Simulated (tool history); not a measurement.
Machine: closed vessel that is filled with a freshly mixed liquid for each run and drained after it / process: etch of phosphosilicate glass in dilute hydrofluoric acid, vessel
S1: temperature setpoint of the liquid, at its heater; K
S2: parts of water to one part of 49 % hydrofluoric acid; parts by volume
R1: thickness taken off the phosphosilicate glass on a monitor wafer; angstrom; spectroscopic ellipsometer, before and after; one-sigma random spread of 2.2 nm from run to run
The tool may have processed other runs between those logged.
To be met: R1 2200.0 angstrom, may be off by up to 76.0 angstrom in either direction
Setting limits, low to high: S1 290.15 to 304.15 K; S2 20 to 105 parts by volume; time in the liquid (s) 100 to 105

Run 1, hour 0.0: S1 296.15 K, S2 55 parts by volume, time in the liquid (s) 100. Result: R1 3475.6 angstrom.
Run 2, hour 6.1: S1 296.15 K, S2 40 parts by volume, time in the liquid (s) 100. Result: R1 4816.2 angstrom.
Run 3, hour 14.5: S1 296.15 K, S2 60 parts by volume, time in the liquid (s) 100. Result: R1 3110.3 angstrom.
Run 4, hour 18.2: S1 296.15 K, S2 60 parts by volume, time in the liquid (s) 100. Result: R1 3158.4 angstrom.
Run 5, hour 23.6: S1 294.15 K, S2 60 parts by volume, time in the liquid (s) 100. Result: R1 2879.9 angstrom.
Run 6, hour 27.5: S1 294.15 K, S2 45 parts by volume, time in the liquid (s) 100. Result: R1 3840.2 angstrom.
Run 7, hour 35.0: S1 293.15 K, S2 50 parts by volume, time in the liquid (s) 100. Result: R1 3397.5 angstrom.
Run 8, hour 41.3: S1 292.65 K, S2 55 parts by volume, time in the liquid (s) 100. Result: R1 2948.2 angstrom.
Run 9, hour 42.9: S1 292.15 K, S2 55 parts by volume, time in the liquid (s) 100. Result: R1 2891.9 angstrom.
Run 10, hour 47.7: S1 291.65 K, S2 55 parts by volume, time in the liquid (s) 100. Result: R1 2836.2 angstrom.
Run 11, hour 55.5: S1 291.15 K, S2 55 parts by volume, time in the liquid (s) 100. Result: R1 2797.1 angstrom.
Run 12, hour 64.5: S1 290.65 K, S2 60 parts by volume, time in the liquid (s) 100. Result: R1 2479.5 angstrom.

Below are 4 possible settings for the next run. Only one of them brings all results inside the allowed miss of their targets. Which is it?
Run A, hour 73.5: S1 291.15 K, S2 50 parts by volume, time in the liquid (s) 100. Result: R1 ?.
Run B, hour 73.5: S1 291.15 K, S2 60 parts by volume, time in the liquid (s) 105. Result: R1 ?.
Run C, hour 73.5: S1 293.15 K, S2 75 parts by volume, time in the liquid (s) 100. Result: R1 ?.
Run D, hour 73.5: S1 292.65 K, S2 55 parts by volume, time in the liquid (s) 100. Result: R1 ?.

move      R1
   A  3072.1
   B  2660.2
   C  2171.9
   D  2962.9
A: further off than the last run
B: further off than the last run
C: all results in spec
D: further off than the last run
Answer: C
